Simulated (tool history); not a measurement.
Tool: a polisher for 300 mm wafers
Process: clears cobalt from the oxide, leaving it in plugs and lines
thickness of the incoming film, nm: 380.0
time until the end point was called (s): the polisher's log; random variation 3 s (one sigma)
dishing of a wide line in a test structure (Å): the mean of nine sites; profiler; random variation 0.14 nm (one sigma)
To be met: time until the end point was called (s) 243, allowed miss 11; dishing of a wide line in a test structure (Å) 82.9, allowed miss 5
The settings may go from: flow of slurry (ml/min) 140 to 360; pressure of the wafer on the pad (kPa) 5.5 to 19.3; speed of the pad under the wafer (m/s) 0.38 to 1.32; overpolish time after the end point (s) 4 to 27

run	hour	flow of slurry (ml/min)	pressure of the wafer on the pad (kPa)	speed of the pad under the wafer (m/s)	overpolish time after the end point (s)	time until the end point was called (s)	dishing of a wide line in a test structure (Å)
1	0	230	12.4	0.84	14	99.06	359.5
2	7.2	225	11	0.72	11	124.75	246.4
3	11.6	200	11	0.72	11	126.62	244.76
4	15.1	200	9.7	0.72	11	143.82	227.53
5	21.8	190	9	0.62	9	176.13	160.36
6	25.6	190	9	0.56	8	196.92	133.23
7	27.6	195	9	0.54	7	204.52	110.69
8	28.5	205	8.3	0.54	7	213.79	106.72
9	34.5	220	7.6	0.54	7	230.76	97.663
10	40.1	230	7.6	0.54	7	226.59	102.34
11	48.8	230	7.6	0.54	7	227.55	101.14
12	50.3	235	7.6	0.54	7	223.82	102.57
13	58.2	240	7.6	0.54	7	225.97	103.4
14	59.7	240	7.6	0.54	6	220.94	90.052

Which of these 5 next moves meets every target?
A	61.2	220	6.2	0.52	8	?	?
B	61.2	245	6.9	0.54	6	?	?
C	61.2	200	8.3	0.54	6	?	?
D	61.2	255	8.3	0.52	7	?	?
E	61.2	225	6.2	0.52	7	?	?

move	time until the end point was called (s)	dishing of a wide line in a test structure (Å)
A	280.78	93.528
B	245.74	80.94
C	217.46	90.686
D	218.44	104.15
E	279.95	82.804
A: takes the result that was furthest off past its target
B: meets every target
C: further off than the last run
D: further off than the last run
E: takes the result that was furthest off past its target
Answer: B

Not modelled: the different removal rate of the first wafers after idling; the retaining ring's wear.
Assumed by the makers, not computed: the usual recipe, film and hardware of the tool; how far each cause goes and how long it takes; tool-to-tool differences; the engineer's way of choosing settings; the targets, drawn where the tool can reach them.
